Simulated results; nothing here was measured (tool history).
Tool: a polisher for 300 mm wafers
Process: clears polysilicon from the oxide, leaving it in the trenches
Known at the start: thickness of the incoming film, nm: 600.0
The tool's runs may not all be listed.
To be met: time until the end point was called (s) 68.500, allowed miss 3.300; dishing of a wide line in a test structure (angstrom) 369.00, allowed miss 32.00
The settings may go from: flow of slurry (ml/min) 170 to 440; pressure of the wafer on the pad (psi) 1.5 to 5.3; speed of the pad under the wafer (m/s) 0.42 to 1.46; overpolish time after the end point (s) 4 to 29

| run | hour | flow of slurry (ml/min) | pressure of the wafer on the pad (psi) | speed of the pad under the wafer (m/s) | overpolish time after the end point (s) | time until the end point was called (s) | dishing of a wide line in a test structure (angstrom) |
|---|---|---|---|---|---|---|---|
| 1 | 0.0 | 280 | 3.4 | 0.94 | 15 | 31.109 | 387.85 |
| 2 | 3.5 | 335 | 3.4 | 0.94 | 15 | 30.193 | 388.00 |
| 3 | 5.4 | 330 | 2.8 | 0.86 | 14 | 38.380 | 391.73 |
| 4 | 10.0 | 330 | 3.3 | 0.86 | 14 | 33.442 | 401.99 |
| 5 | 10.6 | 300 | 2.7 | 0.82 | 16 | 41.716 | 412.42 |
| 6 | 13.8 | 310 | 2.3 | 0.76 | 12 | 48.583 | 375.65 |
| 7 | 15.6 | 305 | 2.0 | 0.72 | 12 | 57.249 | 369.88 |
| 8 | 18.2 | 305 | 2.0 | 0.72 | 12 | 55.882 | 399.33 |
| 9 | 24.8 | 305 | 1.8 | 0.70 | 9 | 61.100 | 352.00 |
| 10 | 27.8 | 305 | 1.7 | 0.70 | 10 | 62.980 | 351.37 |

Which of these 5 next moves meets every target?
| A | 30.8 | 390 | 1.9 | 0.54 | 15 | ? | ? |
| B | 30.8 | 290 | 1.7 | 0.64 | 12 | ? | ? |
| C | 30.8 | 305 | 2.7 | 0.44 | 17 | ? | ? |
| D | 30.8 | 345 | 2.0 | 0.52 | 15 | ? | ? |
| E | 30.8 | 360 | 1.5 | 0.60 | 14 | ? | ? |

| move | time until the end point was called (s) | dishing of a wide line in a test structure (angstrom) |
|---|---|---|
| A | 74.850 | 373.69 |
| B | 69.140 | 362.99 |
| C | 73.715 | 381.73 |
| D | 75.765 | 372.88 |
| E | 77.751 | 365.97 |
A: takes the result that was furthest off past its target
B: meets every target
C: takes the result that was furthest off past its target
D: takes the result that was furthest off past its target
E: takes the result that was furthest off past its target
The right move is B.

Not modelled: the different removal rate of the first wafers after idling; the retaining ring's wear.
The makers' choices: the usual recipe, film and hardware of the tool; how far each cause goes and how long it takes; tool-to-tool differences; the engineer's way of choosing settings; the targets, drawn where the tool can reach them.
